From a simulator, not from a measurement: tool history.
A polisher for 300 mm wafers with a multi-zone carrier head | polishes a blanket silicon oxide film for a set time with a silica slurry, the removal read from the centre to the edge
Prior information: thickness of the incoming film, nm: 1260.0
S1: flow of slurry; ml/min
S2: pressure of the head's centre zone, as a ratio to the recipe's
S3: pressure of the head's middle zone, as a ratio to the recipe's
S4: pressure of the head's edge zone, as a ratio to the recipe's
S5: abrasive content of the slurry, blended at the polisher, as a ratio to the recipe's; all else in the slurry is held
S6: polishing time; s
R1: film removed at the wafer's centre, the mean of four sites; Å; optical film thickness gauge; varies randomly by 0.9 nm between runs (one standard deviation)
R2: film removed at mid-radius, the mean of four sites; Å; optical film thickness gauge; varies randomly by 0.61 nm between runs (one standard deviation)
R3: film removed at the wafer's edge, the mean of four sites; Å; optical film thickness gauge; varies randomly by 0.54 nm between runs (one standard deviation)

run	day	S1	S2	S3	S4	S5	S6	R1	R2	R3
1	0.000	235	1.00	1.00	1.00	1.00	32	753.10	742.32	734.90
2	0.208	260	1.00	1.00	1.00	1.00	32	752.63	747.96	750.33
3	0.371	260	1.00	0.95	1.00	1.00	32	745.45	725.43	757.52
4	0.608	260	1.00	0.95	0.95	1.00	32	742.19	734.19	739.08
5	0.967	260	1.00	0.95	0.99	1.00	32	745.69	724.83	761.05
6	1.067	245	1.02	0.93	0.97	0.95	32	749.24	709.30	716.17
7	1.325	235	1.02	0.91	0.97	0.90	32	720.46	679.44	704.67

Run 8 is up next; what results do you expect?
8	1.512	230	1.03	0.89	0.96	0.85	32	?	?	?

{"run 8": {"R1": 708.11, "R2": 646.9, "R3": 691.41}}
